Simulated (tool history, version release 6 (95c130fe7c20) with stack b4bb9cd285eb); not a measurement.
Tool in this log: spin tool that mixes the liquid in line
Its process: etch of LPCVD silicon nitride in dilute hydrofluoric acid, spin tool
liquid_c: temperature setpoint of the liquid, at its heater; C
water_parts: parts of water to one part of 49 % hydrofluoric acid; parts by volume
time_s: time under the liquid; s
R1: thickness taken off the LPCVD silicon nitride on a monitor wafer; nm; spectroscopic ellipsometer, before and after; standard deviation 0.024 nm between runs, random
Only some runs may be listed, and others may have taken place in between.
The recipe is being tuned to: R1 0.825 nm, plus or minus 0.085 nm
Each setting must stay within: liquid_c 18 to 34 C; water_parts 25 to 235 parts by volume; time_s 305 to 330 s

{"run": 1, "day": 0.0, "liquid_c": 26, "water_parts": 130, "time_s": 305, "R1": 1.4942}
{"run": 2, "day": 0.196, "liquid_c": 26, "water_parts": 130, "time_s": 305, "R1": 1.3648}
{"run": 3, "day": 0.45, "liquid_c": 26, "water_parts": 130, "time_s": 330, "R1": 1.5428}
{"run": 4, "day": 0.5, "liquid_c": 25.5, "water_parts": 135, "time_s": 330, "R1": 1.4323}
{"run": 5, "day": 0.779, "liquid_c": 25.5, "water_parts": 135, "time_s": 330, "R1": 1.4619}
{"run": 6, "day": 1.017, "liquid_c": 28.5, "water_parts": 135, "time_s": 330, "R1": 1.7027}
{"run": 7, "day": 1.204, "liquid_c": 28, "water_parts": 140, "time_s": 330, "R1": 1.5967}
{"run": 8, "day": 1.446, "liquid_c": 27.5, "water_parts": 145, "time_s": 330, "R1": 1.5106}
{"run": 9, "day": 1.662, "liquid_c": 27, "water_parts": 150, "time_s": 330, "R1": 1.3751}
{"run": 10, "day": 1.867, "liquid_c": 26.5, "water_parts": 155, "time_s": 330, "R1": 1.2256}
{"run": 11, "day": 2.104, "liquid_c": 26, "water_parts": 155, "time_s": 330, "R1": 1.258}
{"run": 12, "day": 2.429, "liquid_c": 25.5, "water_parts": 160, "time_s": 330, "R1": 1.1474}
{"run": 13, "day": 2.675, "liquid_c": 25, "water_parts": 160, "time_s": 330, "R1": 1.1998}
{"run": 14, "day": 2.729, "liquid_c": 25, "water_parts": 165, "time_s": 330, "R1": 1.0918}
{"run": 15, "day": 2.883, "liquid_c": 24.5, "water_parts": 165, "time_s": 330, "R1": 1.0998}
{"run": 16, "day": 3.217, "liquid_c": 24, "water_parts": 170, "time_s": 330, "R1": 1.0244}
{"run": 17, "day": 3.346, "liquid_c": 23, "water_parts": 180, "time_s": 330, "R1": 0.91936}

Next run, 5 choices. One meets every target within its allowed miss, the rest don't. Which?
{"run": "A", "day": 3.475, "liquid_c": 21, "water_parts": 150, "time_s": 330, "R1": "?"}
{"run": "B", "day": 3.475, "liquid_c": 24.5, "water_parts": 195, "time_s": 305, "R1": "?"}
{"run": "C", "day": 3.475, "liquid_c": 20.5, "water_parts": 130, "time_s": 330, "R1": "?"}
{"run": "D", "day": 3.475, "liquid_c": 18, "water_parts": 105, "time_s": 305, "R1": "?"}
{"run": "E", "day": 3.475, "liquid_c": 26, "water_parts": 200, "time_s": 330, "R1": "?"}

move=A R1=0.96152
move=B R1=0.86072
move=C R1=1.0696
move=D R1=1.0266
move=E R1=0.99744
A: misses by more than the last run did
B: meets every target
C: misses by more than the last run did
D: misses by more than the last run did
E: misses by more than the last run did
So the answer is move B, the one that meets all the targets.
